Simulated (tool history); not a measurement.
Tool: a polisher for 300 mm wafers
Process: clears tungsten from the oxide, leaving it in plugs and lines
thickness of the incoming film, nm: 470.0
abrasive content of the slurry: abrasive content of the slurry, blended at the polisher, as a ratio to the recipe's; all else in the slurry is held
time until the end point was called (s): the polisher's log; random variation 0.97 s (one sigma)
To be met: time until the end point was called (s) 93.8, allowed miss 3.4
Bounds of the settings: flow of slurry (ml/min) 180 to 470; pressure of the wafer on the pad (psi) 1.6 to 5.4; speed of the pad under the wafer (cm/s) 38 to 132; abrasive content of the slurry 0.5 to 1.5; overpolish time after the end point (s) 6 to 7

run	hour	flow of slurry (ml/min)	pressure of the wafer on the pad (psi)	speed of the pad under the wafer (cm/s)	abrasive content of the slurry	overpolish time after the end point (s)	time until the end point was called (s)
1	0	300	3.5	84	1	7	137.49
2	8.3	300	3.5	84	1	7	134.1
3	9.1	300	3.8	84	1	7	123.79
4	15.5	300	3.8	66	1	7	160.36
5	18.3	300	3.8	66	0.9	7	165.85
6	26	300	4.2	68	0.9	7	144.69
7	34.6	300	4.2	68	0.9	7	143.86
8	36.6	300	4.5	70	0.9	7	131.41
9	41.1	300	4.7	72	0.9	7	124.8

Which of these 5 next moves meets every target?
A	45.6	285	4.4	70	0.95	6	?
B	45.6	185	5.4	76	1.2	7	?
C	45.6	245	5.4	98	0.75	6	?
D	45.6	400	5	90	0.85	6	?
E	45.6	310	5	74	0.95	7	?

move	time until the end point was called (s)
A	133.83
B	101.99
C	86.453
D	93.889
E	112.62
A: further off than the last run
B: nearer than the last run, and not there yet
C: takes the result that was furthest off past its target
D: meets every target
E: nearer than the last run, and not there yet
Move D is the one to make.
